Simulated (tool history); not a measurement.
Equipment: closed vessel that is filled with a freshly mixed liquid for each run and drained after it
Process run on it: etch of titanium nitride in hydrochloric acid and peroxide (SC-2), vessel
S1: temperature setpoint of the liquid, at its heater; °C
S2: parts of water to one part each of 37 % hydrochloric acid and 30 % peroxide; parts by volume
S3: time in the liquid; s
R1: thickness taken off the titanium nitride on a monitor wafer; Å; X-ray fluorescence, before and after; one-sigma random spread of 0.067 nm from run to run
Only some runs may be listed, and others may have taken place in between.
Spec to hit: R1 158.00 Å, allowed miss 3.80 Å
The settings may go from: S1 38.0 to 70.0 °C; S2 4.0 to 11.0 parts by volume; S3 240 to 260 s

{"run": 1, "hour": 0.0, "S1": 54.0, "S2": 6.0, "S3": 240, "R1": 214.92}
{"run": 2, "hour": 2.0, "S1": 48.0, "S2": 6.0, "S3": 240, "R1": 143.0}
{"run": 3, "hour": 7.3, "S1": 48.0, "S2": 6.0, "S3": 240, "R1": 143.93}
{"run": 4, "hour": 10.9, "S1": 48.0, "S2": 8.0, "S3": 240, "R1": 114.24}
{"run": 5, "hour": 16.9, "S1": 49.0, "S2": 8.0, "S3": 240, "R1": 121.8}
{"run": 6, "hour": 21.6, "S1": 50.0, "S2": 8.0, "S3": 240, "R1": 130.38}
{"run": 7, "hour": 22.3, "S1": 50.5, "S2": 8.0, "S3": 240, "R1": 135.67}
{"run": 8, "hour": 30.5, "S1": 51.0, "S2": 8.0, "S3": 240, "R1": 139.9}
{"run": 9, "hour": 33.9, "S1": 51.5, "S2": 8.0, "S3": 240, "R1": 144.16}
{"run": 10, "hour": 36.7, "S1": 52.0, "S2": 8.0, "S3": 240, "R1": 149.53}
{"run": 11, "hour": 42.6, "S1": 52.5, "S2": 8.0, "S3": 240, "R1": 154.71}

Next run, 4 choices. One meets every target within its allowed miss, the rest don't. Which?
{"run": "A", "hour": 48.5, "S1": 53.0, "S2": 9.5, "S3": 260, "R1": "?"}
{"run": "B", "hour": 48.5, "S1": 53.5, "S2": 9.0, "S3": 240, "R1": "?"}
{"run": "C", "hour": 48.5, "S1": 54.5, "S2": 9.0, "S3": 240, "R1": "?"}
{"run": "D", "hour": 48.5, "S1": 52.0, "S2": 8.5, "S3": 255, "R1": "?"}

move=A R1=149.67
move=B R1=149.26
move=C R1=159.29
move=D R1=150.61
A: moves away from the targets compared with the last run
B: moves away from the targets compared with the last run
C: all results land within tolerance of their targets
D: moves away from the targets compared with the last run
So the answer is move C, the one that meets all the targets.
